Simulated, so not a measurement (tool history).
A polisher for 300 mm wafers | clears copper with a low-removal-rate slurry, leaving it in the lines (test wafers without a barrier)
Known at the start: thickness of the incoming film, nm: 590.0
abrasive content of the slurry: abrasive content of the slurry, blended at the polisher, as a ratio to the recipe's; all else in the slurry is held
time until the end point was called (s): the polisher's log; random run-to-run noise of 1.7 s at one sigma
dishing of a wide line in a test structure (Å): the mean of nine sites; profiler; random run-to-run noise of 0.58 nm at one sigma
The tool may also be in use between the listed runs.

run,hour,flow of slurry (ml/min),pressure of the wafer on the pad (kPa),speed of the pad under the wafer (cm/s),abrasive content of the slurry,overpolish time after the end point (s),time until the end point was called (s),dishing of a wide line in a test structure (Å)
1,0.0,205,20.7,136,1.00,11,157.03,268.45
2,8.9,205,20.7,136,1.00,15,152.37,385.82
3,10.0,205,23.4,136,1.00,15,138.57,400.63
4,10.7,205,23.4,136,1.15,15,132.99,420.44
5,19.0,205,23.4,110,1.15,15,165.54,359.50
6,21.4,205,23.4,110,1.05,15,169.19,343.44
7,22.6,205,22.8,110,1.05,15,170.88,324.56
8,26.5,205,22.1,110,1.05,15,175.33,322.03
# hour 35.2: head pressure recalibrated
9,35.2,205,21.4,110,1.05,15,163.65,339.55
10,43.7,190,15.9,106,1.05,14,228.82,239.89
11,50.1,200,15.9,106,1.05,14,230.84,235.33

Run 12 is up next; what results do you expect?
12,56.6,200,16.5,106,1.05,14,?,?

{"run 12": {"time until the end point was called (s)": 215.79, "dishing of a wide line in a test structure (Å)": 249.58}}
